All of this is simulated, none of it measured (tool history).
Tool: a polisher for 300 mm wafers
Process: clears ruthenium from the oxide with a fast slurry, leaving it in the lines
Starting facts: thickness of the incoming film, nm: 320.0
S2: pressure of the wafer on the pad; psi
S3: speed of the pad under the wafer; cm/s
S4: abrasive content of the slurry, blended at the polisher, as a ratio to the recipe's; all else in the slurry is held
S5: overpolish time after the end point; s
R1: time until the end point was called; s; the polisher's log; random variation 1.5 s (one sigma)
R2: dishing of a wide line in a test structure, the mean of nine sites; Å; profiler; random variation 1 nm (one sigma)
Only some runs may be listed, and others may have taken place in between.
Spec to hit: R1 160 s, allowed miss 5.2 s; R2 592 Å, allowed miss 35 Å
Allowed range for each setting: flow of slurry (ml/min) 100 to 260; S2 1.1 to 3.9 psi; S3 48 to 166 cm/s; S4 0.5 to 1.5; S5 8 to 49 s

run 1 hour=0 | flow_of_slurry_(ml/min)=165 S2=2.5 S3=106 S4=1 S5=25 | R1=89.849 R2=727.86
run 2 hour=6 | flow_of_slurry_(ml/min)=165 S2=3 S3=106 S4=1 S5=25 | R1=75.066 R2=878.12
run 3 hour=12 | flow_of_slurry_(ml/min)=160 S2=2.5 S3=104 S4=1 S5=28 | R1=90.778 R2=818.87
run 4 hour=14.5 | flow_of_slurry_(ml/min)=155 S2=2.1 S3=102 S4=1 S5=30 | R1=112.94 R2=724.74
run 5 hour=20.2 | flow_of_slurry_(ml/min)=155 S2=2.6 S3=102 S4=1 S5=30 | R1=90.728 R2=826.87
run 6 hour=28 | flow_of_slurry_(ml/min)=155 S2=2.6 S3=102 S4=0.85 S5=30 | R1=97.618 R2=818.18
run 7 hour=35.5 | flow_of_slurry_(ml/min)=150 S2=2.3 S3=102 S4=0.85 S5=31 | R1=109.63 R2=756.55
run 8 hour=42.6 | flow_of_slurry_(ml/min)=145 S2=2.1 S3=102 S4=0.85 S5=32 | R1=120.86 R2=706.66
run 9 hour=43.1 | flow_of_slurry_(ml/min)=140 S2=1.9 S3=102 S4=0.85 S5=33 | R1=134.51 R2=691.04
run 10 hour=49.9 | flow_of_slurry_(ml/min)=135 S2=1.8 S3=102 S4=0.85 S5=33 | R1=142.53 R2=628.58
run 11 hour=57.2 | flow_of_slurry_(ml/min)=135 S2=1.8 S3=102 S4=0.85 S5=33 | R1=144.11 R2=644.76
run 12 hour=63.2 | flow_of_slurry_(ml/min)=120 S2=1.5 S3=102 S4=0.85 S5=33 | R1=172.38 R2=537.51
run 13 hour=70.2 | flow_of_slurry_(ml/min)=125 S2=1.5 S3=102 S4=0.85 S5=33 | R1=173.32 R2=514.55
run 14 hour=75.4 | flow_of_slurry_(ml/min)=130 S2=1.7 S3=102 S4=0.85 S5=36 | R1=153.17 R2=650.51
run 15 hour=83.3 | flow_of_slurry_(ml/min)=125 S2=1.7 S3=102 S4=0.85 S5=36 | R1=152.86 R2=645.08
run 16 hour=88.3 | flow_of_slurry_(ml/min)=120 S2=1.7 S3=102 S4=0.85 S5=36 | R1=155.36 R2=641.82
run 17 hour=96.9 | flow_of_slurry_(ml/min)=115 S2=1.7 S3=102 S4=0.85 S5=36 | R1=156.6 R2=619.36

Which of these 5 next moves meets every target?
run A hour=105.5 | flow_of_slurry_(ml/min)=120 S2=1.8 S3=110 S4=0.65 S5=41 | R1=? R2=?
run B hour=105.5 | flow_of_slurry_(ml/min)=155 S2=1.5 S3=106 S4=0.85 S5=34 | R1=? R2=?
run C hour=105.5 | flow_of_slurry_(ml/min)=120 S2=1.4 S3=106 S4=1 S5=43 | R1=? R2=?
run D hour=105.5 | flow_of_slurry_(ml/min)=145 S2=1.7 S3=92 S4=0.95 S5=39 | R1=? R2=?
run E hour=105.5 | flow_of_slurry_(ml/min)=120 S2=1.8 S3=108 S4=0.75 S5=35 | R1=? R2=?

move=A R1=156.67 R2=709.87
move=B R1=160.36 R2=592.14
move=C R1=168.25 R2=695.76
move=D R1=157.21 R2=678.31
move=E R1=148.44 R2=649.34
A: lands further from the targets than the last run did
B: every result within its allowed miss
C: lands further from the targets than the last run did
D: lands further from the targets than the last run did
E: lands further from the targets than the last run did
Answer: B
